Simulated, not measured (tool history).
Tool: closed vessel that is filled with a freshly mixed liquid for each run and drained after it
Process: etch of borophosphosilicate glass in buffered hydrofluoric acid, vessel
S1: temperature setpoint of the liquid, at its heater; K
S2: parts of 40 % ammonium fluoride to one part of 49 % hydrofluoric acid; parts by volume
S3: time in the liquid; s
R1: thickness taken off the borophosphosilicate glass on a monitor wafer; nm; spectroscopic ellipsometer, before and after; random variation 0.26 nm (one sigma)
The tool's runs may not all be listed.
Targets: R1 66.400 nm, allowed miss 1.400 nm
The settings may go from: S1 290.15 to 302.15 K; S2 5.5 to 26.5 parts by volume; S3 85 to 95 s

| run | day | S1 | S2 | S3 | R1 |
|---|---|---|---|---|---|
| 1 | 0.000 | 294.15 | 16.0 | 85 | 101.010 |
| 2 | 0.275 | 292.65 | 17.0 | 85 | 88.152 |
| 3 | 0.400 | 292.65 | 14.0 | 85 | 107.040 |
| 4 | 0.438 | 292.65 | 14.0 | 85 | 106.040 |
| 5 | 0.492 | 291.65 | 16.0 | 85 | 88.055 |
| 6 | 0.679 | 291.15 | 17.0 | 85 | 80.327 |
| 7 | 0.758 | 290.65 | 17.5 | 85 | 76.132 |
| 8 | 0.917 | 290.65 | 18.0 | 85 | 74.032 |

5 next moves are on the table. One of them brings every result within its allowed miss. Which?
| A | 1.075 | 290.15 | 16.0 | 90 | ? |
| B | 1.075 | 292.15 | 20.0 | 95 | ? |
| C | 1.075 | 290.15 | 17.0 | 90 | ? |
| D | 1.075 | 290.15 | 19.5 | 85 | ? |
| E | 1.075 | 290.65 | 18.5 | 85 | ? |

| move | R1 |
|---|---|
| A | 85.934 |
| B | 81.347 |
| C | 80.923 |
| D | 66.699 |
| E | 72.290 |
A: further off than the last run
B: further off than the last run
C: further off than the last run
D: meets every target
E: nearer than the last run, and not there yet
The right move is D.
